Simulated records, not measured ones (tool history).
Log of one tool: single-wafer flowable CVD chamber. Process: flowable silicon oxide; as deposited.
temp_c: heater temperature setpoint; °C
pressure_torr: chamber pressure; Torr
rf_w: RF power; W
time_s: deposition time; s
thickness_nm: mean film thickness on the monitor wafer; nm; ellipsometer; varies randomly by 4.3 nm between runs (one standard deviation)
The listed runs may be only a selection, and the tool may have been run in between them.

run 1 day=0 | temp_c=105 pressure_torr=1.04 rf_w=2535 time_s=924 | thickness_nm=608.93
run 2 day=0.308 | temp_c=105 pressure_torr=1.04 rf_w=2665 time_s=924 | thickness_nm=614.91
run 3 day=0.646 | temp_c=114 pressure_torr=1.04 rf_w=2665 time_s=924 | thickness_nm=476.7
run 4 day=0.829 | temp_c=111 pressure_torr=1.04 rf_w=2665 time_s=924 | thickness_nm=514.61
run 5 day=0.971 | temp_c=109 pressure_torr=1.04 rf_w=2665 time_s=924 | thickness_nm=543.6
run 6 day=1.25 | temp_c=107 pressure_torr=1.04 rf_w=2665 time_s=924 | thickness_nm=575.72
run 7 day=1.592 | temp_c=105 pressure_torr=1.04 rf_w=2665 time_s=924 | thickness_nm=603.76
run 8 day=1.883 | temp_c=103 pressure_torr=1.04 rf_w=2665 time_s=924 | thickness_nm=645.15
run 9 day=2.121 | temp_c=102 pressure_torr=1.04 rf_w=2665 time_s=924 | thickness_nm=663.44

Expected results for the next run?
run 10 day=2.429 | temp_c=102 pressure_torr=1.04 rf_w=2665 time_s=924 | thickness_nm=?

thickness_nm: 672.46 nm
